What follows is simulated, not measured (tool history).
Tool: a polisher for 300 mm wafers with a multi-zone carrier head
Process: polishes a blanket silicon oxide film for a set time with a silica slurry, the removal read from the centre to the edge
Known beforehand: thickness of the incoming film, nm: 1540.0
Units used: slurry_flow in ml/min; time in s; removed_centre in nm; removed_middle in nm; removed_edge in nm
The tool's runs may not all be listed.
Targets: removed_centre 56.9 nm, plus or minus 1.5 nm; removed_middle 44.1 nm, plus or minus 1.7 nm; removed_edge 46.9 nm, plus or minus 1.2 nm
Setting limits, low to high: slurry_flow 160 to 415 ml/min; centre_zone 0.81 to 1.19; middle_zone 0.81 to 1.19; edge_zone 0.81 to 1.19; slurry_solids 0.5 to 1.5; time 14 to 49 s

run	hour	slurry_flow	centre_zone	middle_zone	edge_zone	slurry_solids	time	removed_centre	removed_middle	removed_edge
1	0	265	1	1	1	1	31	70.424	68.299	71.971
2	6.9	265	1.01	0.99	0.98	0.95	31	68.757	66.743	70.806
3	8.1	265	1.01	0.99	0.98	0.95	36	79.891	76.992	82.058
4	12.7	265	1.01	0.99	0.91	0.95	36	80.127	76.254	78.984
5	19.8	270	1.03	0.98	0.9	0.9	35	77.126	73.848	73.404
6	22.6	270	1	0.98	0.9	0.9	35	76.151	72.457	73.774
7	30.2	270	1.02	0.96	0.9	0.85	34	72.107	67.684	68.766
8	36.6	265	1.04	0.94	0.9	0.8	33	69.039	62.215	64.77
# hour 39.4: edge zone pressure recalibrated
9	39.4	265	1.05	0.93	0.89	0.75	33	67.314	60.184	59.622
10	46.1	255	1.06	0.92	0.9	0.7	33	64.952	55.757	57.138
11	54.6	245	1.06	0.91	0.89	0.7	33	64.928	56.101	56.795
12	61	240	1.06	0.9	0.89	0.7	33	64.052	54.496	57.452
13	66.8	235	1.06	0.89	0.88	0.7	33	63.457	54.671	56.364
14	69.9	230	1.07	0.88	0.88	0.7	33	63.309	53.15	56.198
15	76.7	230	1.07	0.88	0.88	0.7	33	63.97	54.35	55.833
16	78	230	1.07	0.88	0.88	0.7	33	63.988	53.14	56.093

Below are 4 possible settings for the next run. Only one of them brings all results inside the allowed miss of their targets. Which is it?
A	79.3	335	1.1	1.11	0.83	0.65	38	?	?	?
B	79.3	260	1.13	0.85	0.87	0.95	23	?	?	?
C	79.3	235	1.1	0.84	0.88	0.9	22	?	?	?
D	79.3	255	1.19	0.84	0.87	0.9	31	?	?	?

move	removed_centre	removed_middle	removed_edge
A	75.545	71.793	61.958
B	56.894	43.457	46.926
C	50.76	39.57	43.425
D	78.318	56.313	61.38
A: the biggest miss grows against the last run
B: meets every target
C: carries the result that was furthest off beyond its target, to the other side
D: the biggest miss grows against the last run
B is the move that brings every result within its allowed miss.
